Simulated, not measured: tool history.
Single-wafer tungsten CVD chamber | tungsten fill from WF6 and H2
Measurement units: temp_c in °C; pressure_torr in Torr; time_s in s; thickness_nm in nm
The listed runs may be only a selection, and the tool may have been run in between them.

{"run": 1, "day": 0.0, "temp_c": 390, "pressure_torr": 47.6, "time_s": 20.4, "thickness_nm": 57.111}
{"run": 2, "day": 0.175, "temp_c": 387, "pressure_torr": 47.1, "time_s": 20.4, "thickness_nm": 53.717}
{"run": 3, "day": 0.238, "temp_c": 387, "pressure_torr": 43, "time_s": 20.4, "thickness_nm": 52.082}
{"run": 4, "day": 0.308, "temp_c": 394, "pressure_torr": 43, "time_s": 20.4, "thickness_nm": 58.308}
{"run": 5, "day": 0.571, "temp_c": 394, "pressure_torr": 43, "time_s": 21, "thickness_nm": 60.694}
{"run": 6, "day": 0.917, "temp_c": 391, "pressure_torr": 42, "time_s": 21, "thickness_nm": 55.912}
{"run": 7, "day": 1.167, "temp_c": 388, "pressure_torr": 41.7, "time_s": 21, "thickness_nm": 53.934}
{"run": 8, "day": 1.433, "temp_c": 385, "pressure_torr": 40.7, "time_s": 21, "thickness_nm": 50.065}
{"run": 9, "day": 1.604, "temp_c": 383, "pressure_torr": 40.4, "time_s": 21, "thickness_nm": 48.136}
{"run": 10, "day": 1.754, "temp_c": 381, "pressure_torr": 40.1, "time_s": 21, "thickness_nm": 46.182}

What will run 11 give?
{"run": 11, "day": 2.088, "temp_c": 379, "pressure_torr": 39.9, "time_s": 21, "thickness_nm": "?"}

{"run 11": {"thickness_nm": 44.452}}
